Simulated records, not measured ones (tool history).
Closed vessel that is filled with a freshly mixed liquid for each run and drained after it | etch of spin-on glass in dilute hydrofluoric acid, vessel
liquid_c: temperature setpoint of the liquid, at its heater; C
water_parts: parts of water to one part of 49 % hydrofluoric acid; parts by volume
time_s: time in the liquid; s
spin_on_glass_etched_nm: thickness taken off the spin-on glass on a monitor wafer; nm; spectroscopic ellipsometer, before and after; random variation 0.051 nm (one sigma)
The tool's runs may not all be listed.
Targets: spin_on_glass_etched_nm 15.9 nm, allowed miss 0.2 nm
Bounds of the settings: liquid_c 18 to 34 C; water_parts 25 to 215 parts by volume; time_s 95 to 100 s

Run 1, day 0: liquid_c 26 C, water_parts 120 parts by volume, time_s 95 s. Result: spin_on_glass_etched_nm 28.046 nm.
Run 2, day 0.204: liquid_c 23.5 C, water_parts 130 parts by volume, time_s 95 s. Result: spin_on_glass_etched_nm 23.231 nm.
Run 3, day 0.421: liquid_c 23.5 C, water_parts 170 parts by volume, time_s 95 s. Result: spin_on_glass_etched_nm 17.056 nm.
Run 4, day 0.729: liquid_c 23.5 C, water_parts 190 parts by volume, time_s 95 s. Result: spin_on_glass_etched_nm 14.867 nm.
Run 5, day 1.058: liquid_c 24 C, water_parts 190 parts by volume, time_s 95 s. Result: spin_on_glass_etched_nm 15.228 nm.
Run 6, day 1.279: liquid_c 24 C, water_parts 215 parts by volume, time_s 95 s. Result: spin_on_glass_etched_nm 13.102 nm.
Run 7, day 1.442: liquid_c 25.5 C, water_parts 215 parts by volume, time_s 95 s. Result: spin_on_glass_etched_nm 13.79 nm.
Run 8, day 1.558: liquid_c 25.5 C, water_parts 215 parts by volume, time_s 95 s. Result: spin_on_glass_etched_nm 13.879 nm.
Run 9, day 1.717: liquid_c 26.5 C, water_parts 215 parts by volume, time_s 95 s. Result: spin_on_glass_etched_nm 14.417 nm.

Which of these 5 next moves meets every target?
Run A, day 1.875: liquid_c 27.5 C, water_parts 205 parts by volume, time_s 100 s. Result: spin_on_glass_etched_nm ?.
Run B, day 1.875: liquid_c 26.5 C, water_parts 200 parts by volume, time_s 100 s. Result: spin_on_glass_etched_nm ?.
Run C, day 1.875: liquid_c 26 C, water_parts 195 parts by volume, time_s 95 s. Result: spin_on_glass_etched_nm ?.
Run D, day 1.875: liquid_c 24.5 C, water_parts 215 parts by volume, time_s 95 s. Result: spin_on_glass_etched_nm ?.
Run E, day 1.875: liquid_c 27 C, water_parts 205 parts by volume, time_s 100 s. Result: spin_on_glass_etched_nm ?.

move  spin_on_glass_etched_nm
   A                   16.596
   B                   16.509
   C                   15.888
   D                   13.348
   E                   16.304
A: takes the result that was furthest off past its target
B: takes the result that was furthest off past its target
C: meets every target
D: further off than the last run
E: takes the result that was furthest off past its target
The right move is C.
